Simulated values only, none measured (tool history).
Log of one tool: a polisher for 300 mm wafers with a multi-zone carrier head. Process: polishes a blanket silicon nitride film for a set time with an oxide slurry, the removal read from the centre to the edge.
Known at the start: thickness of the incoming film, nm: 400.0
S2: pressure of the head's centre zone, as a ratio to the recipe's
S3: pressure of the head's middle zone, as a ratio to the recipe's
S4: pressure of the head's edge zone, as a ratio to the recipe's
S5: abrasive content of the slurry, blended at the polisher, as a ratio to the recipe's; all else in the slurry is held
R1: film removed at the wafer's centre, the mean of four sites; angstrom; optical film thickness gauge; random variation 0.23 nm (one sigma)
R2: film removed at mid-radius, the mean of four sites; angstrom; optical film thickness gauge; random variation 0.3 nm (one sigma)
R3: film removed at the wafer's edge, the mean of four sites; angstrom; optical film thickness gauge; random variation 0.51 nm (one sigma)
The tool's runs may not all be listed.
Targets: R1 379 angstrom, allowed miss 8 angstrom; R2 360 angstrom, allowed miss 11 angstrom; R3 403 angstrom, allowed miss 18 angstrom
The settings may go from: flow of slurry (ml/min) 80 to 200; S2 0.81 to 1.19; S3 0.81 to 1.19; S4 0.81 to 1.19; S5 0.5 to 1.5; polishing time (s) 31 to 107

Run 1, hour 0: flow of slurry (ml/min) 130, S2 1, S3 1, S4 1, S5 1, polishing time (s) 69. Result: R1 622.1 angstrom, R2 684.52 angstrom, R3 668.18 angstrom.
Run 2, hour 2.6: flow of slurry (ml/min) 120, S2 1, S3 0.94, S4 0.97, S5 0.85, polishing time (s) 64. Result: R1 539.68 angstrom, R2 571.78 angstrom, R3 580.47 angstrom.
Run 3, hour 5: flow of slurry (ml/min) 120, S2 1, S3 0.94, S4 0.92, S5 0.85, polishing time (s) 64. Result: R1 539.22 angstrom, R2 556.26 angstrom, R3 561.68 angstrom.
Run 4, hour 12.6: flow of slurry (ml/min) 120, S2 1, S3 0.94, S4 0.92, S5 0.85, polishing time (s) 51. Result: R1 430.7 angstrom, R2 451.53 angstrom, R3 450.52 angstrom.
Run 5, hour 18: flow of slurry (ml/min) 110, S2 1, S3 0.9, S4 0.9, S5 0.8, polishing time (s) 51. Result: R1 408.51 angstrom, R2 422.88 angstrom, R3 431.37 angstrom.
Run 6, hour 21.2: flow of slurry (ml/min) 105, S2 1.02, S3 0.87, S4 0.91, S5 0.75, polishing time (s) 51. Result: R1 408.29 angstrom, R2 398.84 angstrom, R3 425.67 angstrom.
Run 7, hour 22.4: flow of slurry (ml/min) 80, S2 0.99, S3 0.81, S4 0.87, S5 0.7, polishing time (s) 51. Result: R1 362.5 angstrom, R2 344.95 angstrom, R3 394.4 angstrom.
Run 8, hour 24.4: flow of slurry (ml/min) 100, S2 1, S3 0.82, S4 0.87, S5 0.7, polishing time (s) 51. Result: R1 389.27 angstrom, R2 367.77 angstrom, R3 399.12 angstrom.

5 next moves are on the table. One of them brings every result within its allowed miss. Which?
Run A, hour 26.4: flow of slurry (ml/min) 90, S2 0.95, S3 0.85, S4 0.93, S5 0.7, polishing time (s) 51. Result: R1 ?, R2 ?, R3 ?.
Run B, hour 26.4: flow of slurry (ml/min) 125, S2 1, S3 0.83, S4 0.98, S5 0.85, polishing time (s) 45. Result: R1 ?, R2 ?, R3 ?.
Run C, hour 26.4: flow of slurry (ml/min) 90, S2 1.07, S3 0.84, S4 0.89, S5 0.8, polishing time (s) 50. Result: R1 ?, R2 ?, R3 ?.
Run D, hour 26.4: flow of slurry (ml/min) 150, S2 1.01, S3 0.81, S4 0.91, S5 0.5, polishing time (s) 52. Result: R1 ?, R2 ?, R3 ?.
Run E, hour 26.4: flow of slurry (ml/min) 110, S2 1.01, S3 0.87, S4 0.85, S5 0.6, polishing time (s) 54. Result: R1 ?, R2 ?, R3 ?.

move      R1      R2      R3
   A  363.71  367.56  402.87
   B  382.72  359.89  402.92
   C  410.57  371.71  404.64
   D  393.41  358.18  393.72
   E  405.23  394.06  404.09
A: takes the result that was furthest off past its target
B: meets every target
C: further off than the last run
D: further off than the last run
E: further off than the last run
Answer: B

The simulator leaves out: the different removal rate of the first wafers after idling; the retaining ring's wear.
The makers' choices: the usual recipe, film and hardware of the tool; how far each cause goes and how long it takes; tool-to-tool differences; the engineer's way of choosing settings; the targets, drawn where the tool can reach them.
